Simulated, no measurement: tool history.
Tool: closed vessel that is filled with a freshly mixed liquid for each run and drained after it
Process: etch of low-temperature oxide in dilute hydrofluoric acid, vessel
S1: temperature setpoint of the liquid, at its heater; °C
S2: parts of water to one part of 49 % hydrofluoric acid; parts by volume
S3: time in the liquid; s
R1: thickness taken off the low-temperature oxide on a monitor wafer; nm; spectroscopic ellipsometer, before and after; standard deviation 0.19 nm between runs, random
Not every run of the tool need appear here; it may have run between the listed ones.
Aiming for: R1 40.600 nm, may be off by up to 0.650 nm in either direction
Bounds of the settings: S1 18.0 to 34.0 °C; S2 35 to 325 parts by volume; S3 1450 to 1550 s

run    day    S1   S2    S3      R1
  1  0.000  26.0  180  1450  79.386
  2  0.317  24.0  195  1450  66.641
  3  0.462  22.5  205  1450  59.647
  4  0.508  21.5  215  1450  54.451
  5  0.546  21.5  215  1450  54.355
  6  0.908  20.5  220  1450  50.788
  7  0.996  20.0  225  1450  47.842
  8  1.283  19.5  230  1450  46.177
  9  1.533  19.0  235  1450  43.595
 10  1.708  18.5  240  1450  41.884
 11  1.938  18.0  240  1450  41.133

Which one of the following 4 next-run settings gets every result inside its allowed miss? There is exactly one.
  A  2.167  21.0  260  1480   ?
  B  2.167  18.5  245  1470   ?
  C  2.167  19.0  260  1505   ?
  D  2.167  18.0  240  1480   ?

move      R1
   A  42.672
   B  41.518
   C  40.273
   D  42.049
A: lands further from the targets than the last run did
B: lands further from the targets than the last run did
C: all results in spec
D: lands further from the targets than the last run did
C meets every target.

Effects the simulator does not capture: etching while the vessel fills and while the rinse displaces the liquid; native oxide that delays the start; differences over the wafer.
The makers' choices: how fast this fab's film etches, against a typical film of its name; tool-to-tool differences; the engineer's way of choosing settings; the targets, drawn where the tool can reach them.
